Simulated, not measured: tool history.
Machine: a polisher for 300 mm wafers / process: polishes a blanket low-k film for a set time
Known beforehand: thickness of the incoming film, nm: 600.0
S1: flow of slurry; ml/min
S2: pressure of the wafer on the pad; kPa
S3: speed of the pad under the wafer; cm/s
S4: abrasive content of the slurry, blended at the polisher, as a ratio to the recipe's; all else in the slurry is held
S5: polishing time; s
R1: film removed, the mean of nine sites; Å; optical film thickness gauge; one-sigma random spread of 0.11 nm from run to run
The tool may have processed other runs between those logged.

run,hour,S1,S2,S3,S4,S5,R1
1,0,125,8.3,116,1,60,209.14
2,5.3,125,8.3,116,1,64,222.61
3,10.2,125,9,116,1,64,241.79
4,15.8,120,7.6,106,1,64,193.3
5,16.4,120,7.6,92,1,64,181.72
6,23.4,115,6.9,86,1,64,157.5
7,28.7,110,6.2,82,1,64,140.5

Predict the results of run 8:
8,33.8,105,5.5,80,1,64,?

Run 8 produced R1 122.51 Å.

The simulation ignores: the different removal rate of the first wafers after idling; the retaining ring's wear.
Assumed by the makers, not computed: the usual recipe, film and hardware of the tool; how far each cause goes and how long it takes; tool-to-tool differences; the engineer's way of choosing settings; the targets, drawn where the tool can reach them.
